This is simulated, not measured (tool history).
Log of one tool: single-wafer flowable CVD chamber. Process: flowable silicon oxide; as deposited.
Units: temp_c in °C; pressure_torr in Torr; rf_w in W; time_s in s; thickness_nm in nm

run    day  temp_c  pressure_torr  rf_w  time_s  thickness_nm
  1      0     105           1.05  2660     820        595.91
  2  0.379     105           1.05  2915     820        599.55
  3  0.542     105           1.05  2915     845        616.45
  4  0.729      98           1.05  2915     845        792.48
  5      1     102           1.05  2915     845        685.04
  6  1.325     102           1.19  2915     845         773.2

Forecast run 7:
  7  1.708     106           1.19  2915     845             ?

{"run 7": {"thickness_nm": 663.98}}

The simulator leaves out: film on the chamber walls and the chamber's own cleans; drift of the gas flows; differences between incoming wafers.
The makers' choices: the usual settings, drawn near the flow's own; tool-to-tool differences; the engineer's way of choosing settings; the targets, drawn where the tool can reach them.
